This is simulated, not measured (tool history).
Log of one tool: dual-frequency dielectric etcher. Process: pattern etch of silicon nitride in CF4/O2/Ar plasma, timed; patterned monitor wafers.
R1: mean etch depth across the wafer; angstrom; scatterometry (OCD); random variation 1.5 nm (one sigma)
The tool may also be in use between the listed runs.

{"run": 1, "day": 0.0, "source power (W)": 410, "bias power (W)": 44, "Ar flow (sccm)": 91, "CF4 flow (sccm)": 104, "etch time (s)": 206.5, "R1": 2999.5}
{"run": 2, "day": 0.083, "source power (W)": 420, "bias power (W)": 44, "Ar flow (sccm)": 91, "CF4 flow (sccm)": 104, "etch time (s)": 206.5, "R1": 3065.5}
{"run": 3, "day": 0.404, "source power (W)": 420, "bias power (W)": 38, "Ar flow (sccm)": 91, "CF4 flow (sccm)": 104, "etch time (s)": 206.5, "R1": 2888.3}
{"run": 4, "day": 0.512, "source power (W)": 420, "bias power (W)": 31, "Ar flow (sccm)": 91, "CF4 flow (sccm)": 104, "etch time (s)": 206.5, "R1": 2632.6}
{"run": 5, "day": 0.779, "source power (W)": 420, "bias power (W)": 31, "Ar flow (sccm)": 91, "CF4 flow (sccm)": 104, "etch time (s)": 206.5, "R1": 2657.4}
{"run": 6, "day": 0.808, "source power (W)": 440, "bias power (W)": 31, "Ar flow (sccm)": 91, "CF4 flow (sccm)": 104, "etch time (s)": 206.5, "R1": 2788.2}
{"run": 7, "day": 1.079, "source power (W)": 450, "bias power (W)": 31, "Ar flow (sccm)": 91, "CF4 flow (sccm)": 104, "etch time (s)": 206.5, "R1": 2875.8}

Forecast run 8:
{"run": 8, "day": 1.383, "source power (W)": 460, "bias power (W)": 31, "Ar flow (sccm)": 91, "CF4 flow (sccm)": 104, "etch time (s)": 206.5, "R1": "?"}

{"run 8": {"R1": 2923.8}}

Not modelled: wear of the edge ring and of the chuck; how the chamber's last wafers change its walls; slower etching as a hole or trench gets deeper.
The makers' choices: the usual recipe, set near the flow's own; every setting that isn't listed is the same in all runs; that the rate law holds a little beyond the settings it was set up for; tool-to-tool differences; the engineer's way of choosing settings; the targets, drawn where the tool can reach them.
